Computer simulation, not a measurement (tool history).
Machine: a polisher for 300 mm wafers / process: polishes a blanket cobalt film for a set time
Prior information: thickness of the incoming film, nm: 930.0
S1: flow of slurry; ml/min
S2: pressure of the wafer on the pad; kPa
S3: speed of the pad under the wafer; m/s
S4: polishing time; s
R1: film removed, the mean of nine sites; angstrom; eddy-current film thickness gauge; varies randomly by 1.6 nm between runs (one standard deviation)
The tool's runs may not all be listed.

run,hour,S1,S2,S3,S4,R1
1,0.0,225,11.7,1.06,51,2303.9
2,6.0,250,11.7,1.06,51,2289.5
3,6.9,250,10.3,1.06,51,2039.3
4,14.0,250,9.7,1.06,51,1917.5
5,22.2,250,9.7,1.06,51,1883.3
6,24.1,250,9.0,1.06,51,1779.0
7,30.2,250,8.3,1.06,51,1685.3
8,34.2,250,7.6,1.06,51,1502.1
9,35.5,245,7.6,1.06,51,1528.1
10,42.7,245,6.2,1.06,51,1249.7
# hour 48.0: head pressure recalibrated
11,48.0,255,6.2,1.06,51,1150.5
12,55.6,240,6.2,1.06,51,1148.9
13,60.7,250,6.2,1.06,51,1156.8
14,65.7,250,6.9,1.06,51,1241.8
15,69.6,255,8.3,1.06,51,1540.3
16,70.9,260,8.3,1.06,51,1509.2

Forecast run 17:
17,74.7,265,8.3,1.06,51,?

{"run 17": {"R1": 1501.9}}

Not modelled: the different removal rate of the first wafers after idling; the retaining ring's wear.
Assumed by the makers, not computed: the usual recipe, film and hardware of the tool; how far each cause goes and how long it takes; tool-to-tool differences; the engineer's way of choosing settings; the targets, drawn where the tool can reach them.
